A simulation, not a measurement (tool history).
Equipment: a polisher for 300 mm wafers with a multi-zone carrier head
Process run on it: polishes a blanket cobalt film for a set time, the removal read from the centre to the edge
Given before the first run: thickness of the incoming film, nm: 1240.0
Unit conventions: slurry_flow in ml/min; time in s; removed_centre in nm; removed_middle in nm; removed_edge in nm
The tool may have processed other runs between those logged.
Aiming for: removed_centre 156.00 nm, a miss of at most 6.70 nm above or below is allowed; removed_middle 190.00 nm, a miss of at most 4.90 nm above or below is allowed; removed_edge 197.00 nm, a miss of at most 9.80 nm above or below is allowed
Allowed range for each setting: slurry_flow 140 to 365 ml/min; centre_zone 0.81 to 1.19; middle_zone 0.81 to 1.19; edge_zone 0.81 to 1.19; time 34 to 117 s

run	day	slurry_flow	centre_zone	middle_zone	edge_zone	time	removed_centre	removed_middle	removed_edge
1	0.000	235	1.00	1.00	1.00	75	329.03	332.20	333.71
2	0.217	235	1.03	1.00	1.00	75	342.68	329.64	330.49
3	0.262	225	0.99	0.99	0.99	67	292.55	285.70	292.55
4	0.367	220	0.95	1.01	1.01	60	249.59	263.86	267.81
5	0.612	220	0.89	1.01	1.01	60	238.98	263.20	268.97
6	0.671	210	0.87	1.02	1.02	55	206.46	239.28	242.38
7	0.888	200	0.86	1.02	1.02	53	202.05	230.42	230.80
8	1.117	195	0.85	1.02	1.04	51	193.54	222.79	226.92
9	1.421	195	0.84	1.03	1.06	49	184.30	214.20	217.44
10	1.454	195	0.83	1.04	1.09	48	175.01	210.00	217.98
11	1.817	190	0.83	1.04	1.09	47	169.80	203.98	206.06
12	2.033	185	0.83	1.04	1.11	47	168.16	204.65	210.59
13	2.267	180	0.83	1.04	1.11	46	167.87	201.05	205.87
14	2.571	175	0.83	1.04	1.12	46	167.60	197.79	214.04
15	2.896	175	0.83	1.04	1.12	45	162.26	194.16	206.96

Below are 5 possible settings for the next run. Only one of them brings all results inside the allowed miss of their targets. Which is it?
A	3.221	190	0.90	1.02	1.02	44	?	?	?
B	3.221	205	0.81	1.03	1.10	43	?	?	?
C	3.221	165	0.81	0.94	1.17	49	?	?	?
D	3.221	160	0.83	0.98	1.11	47	?	?	?
E	3.221	140	0.81	0.96	1.19	47	?	?	?

move	removed_centre	removed_middle	removed_edge
A	172.59	190.47	192.73
B	156.53	189.46	196.85
C	172.92	194.49	227.19
D	168.38	192.39	211.34
E	161.63	185.52	216.13
A: meets the target for the result that was furthest off, but another lies outside its allowed miss
B: hits every target within its allowed miss
C: further off than the last run
D: further off than the last run
E: further off than the last run
Correct choice: B, which meets every target
